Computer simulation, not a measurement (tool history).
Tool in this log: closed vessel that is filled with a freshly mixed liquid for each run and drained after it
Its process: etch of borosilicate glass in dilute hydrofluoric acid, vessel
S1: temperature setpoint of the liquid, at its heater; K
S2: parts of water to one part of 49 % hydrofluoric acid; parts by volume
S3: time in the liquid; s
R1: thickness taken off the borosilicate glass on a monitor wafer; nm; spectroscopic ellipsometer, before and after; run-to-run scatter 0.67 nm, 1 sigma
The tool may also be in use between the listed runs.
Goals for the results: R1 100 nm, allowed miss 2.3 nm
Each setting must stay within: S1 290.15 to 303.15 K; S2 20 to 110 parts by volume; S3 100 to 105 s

| run | day | S1 | S2 | S3 | R1 |
|---|---|---|---|---|---|
| 1 | 0 | 295.15 | 60 | 100 | 44.178 |
| 2 | 0.096 | 294.15 | 60 | 100 | 42.297 |
| 3 | 0.158 | 297.15 | 60 | 100 | 47.975 |
| 4 | 0.4 | 298.15 | 55 | 100 | 54.901 |
| 5 | 0.533 | 298.15 | 65 | 100 | 45.709 |
| 6 | 0.696 | 299.15 | 60 | 100 | 52.581 |
| 7 | 0.725 | 300.15 | 55 | 100 | 59.952 |
| 8 | 0.808 | 300.15 | 55 | 100 | 60.042 |
| 9 | 1.046 | 300.65 | 50 | 100 | 67.302 |
| 10 | 1.129 | 301.15 | 45 | 100 | 77.905 |
| 11 | 1.483 | 301.65 | 45 | 100 | 79.629 |
| 12 | 1.633 | 302.15 | 45 | 100 | 80.772 |
| 13 | 1.717 | 302.65 | 40 | 100 | 93.849 |
| 14 | 1.892 | 303.15 | 40 | 100 | 95.179 |

Of the 4 settings listed for the next run, only one would bring every result within its allowed miss of target. Which one?
| A | 2.067 | 302.65 | 40 | 100 | ? |
| B | 2.067 | 303.15 | 40 | 105 | ? |
| C | 2.067 | 300.65 | 40 | 105 | ? |
| D | 2.067 | 301.65 | 40 | 100 | ? |

| move | R1 |
|---|---|
| A | 93.054 |
| B | 99.666 |
| C | 90.18 |
| D | 89.412 |
A: moves away from the targets compared with the last run
B: every result within its allowed miss
C: moves away from the targets compared with the last run
D: moves away from the targets compared with the last run
The move that meets every target is B.
